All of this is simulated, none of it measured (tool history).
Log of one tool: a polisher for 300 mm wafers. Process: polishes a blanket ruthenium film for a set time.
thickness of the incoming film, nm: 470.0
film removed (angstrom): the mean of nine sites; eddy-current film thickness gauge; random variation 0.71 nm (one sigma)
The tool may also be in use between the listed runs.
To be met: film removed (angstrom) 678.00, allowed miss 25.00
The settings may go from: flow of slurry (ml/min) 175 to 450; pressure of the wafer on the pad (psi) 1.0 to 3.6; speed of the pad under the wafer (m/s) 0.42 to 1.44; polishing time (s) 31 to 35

run	hour	flow of slurry (ml/min)	pressure of the wafer on the pad (psi)	speed of the pad under the wafer (m/s)	polishing time (s)	film removed (angstrom)
1	0.0	290	2.3	0.92	35	426.99
2	3.4	290	1.8	0.92	35	331.71
3	6.8	290	2.1	0.92	35	395.13
4	14.4	290	2.1	0.92	31	344.99
5	18.9	290	2.4	0.92	31	390.31
6	20.9	290	2.6	0.94	31	432.97
7	27.6	290	2.8	0.96	31	475.44
8	28.7	290	2.9	0.98	31	493.28
9	34.1	290	3.5	1.04	31	633.26

Which of these 5 next moves meets every target?
A	39.5	310	3.3	1.18	32	?
B	39.5	450	3.6	0.86	33	?
C	39.5	395	2.4	1.38	33	?
D	39.5	275	3.2	1.04	31	?
E	39.5	245	3.5	1.08	31	?

move	film removed (angstrom)
A	681.93
B	602.88
C	603.21
D	568.15
E	632.02
A: meets every target
B: further off than the last run
C: further off than the last run
D: further off than the last run
E: as far off as the last run
Move A is the one to make.
